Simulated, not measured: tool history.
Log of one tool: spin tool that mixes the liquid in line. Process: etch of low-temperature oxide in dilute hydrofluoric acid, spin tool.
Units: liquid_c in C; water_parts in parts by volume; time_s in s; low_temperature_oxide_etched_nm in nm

run	hour	liquid_c	water_parts	time_s	low_temperature_oxide_etched_nm
1	0.0	22.0	80	95	11.342
2	4.6	22.0	55	95	16.967
3	5.5	22.0	70	95	13.130
4	10.5	22.0	70	95	13.180
5	16.6	25.5	70	95	15.135
6	22.2	25.5	70	75	11.956
7	30.8	26.0	70	75	12.155
8	35.5	26.5	70	75	12.523

Run 9 comes next. What will it give?
9	43.4	27.0	70	75	?

{"run 9": {"low_temperature_oxide_etched_nm": 12.71}}

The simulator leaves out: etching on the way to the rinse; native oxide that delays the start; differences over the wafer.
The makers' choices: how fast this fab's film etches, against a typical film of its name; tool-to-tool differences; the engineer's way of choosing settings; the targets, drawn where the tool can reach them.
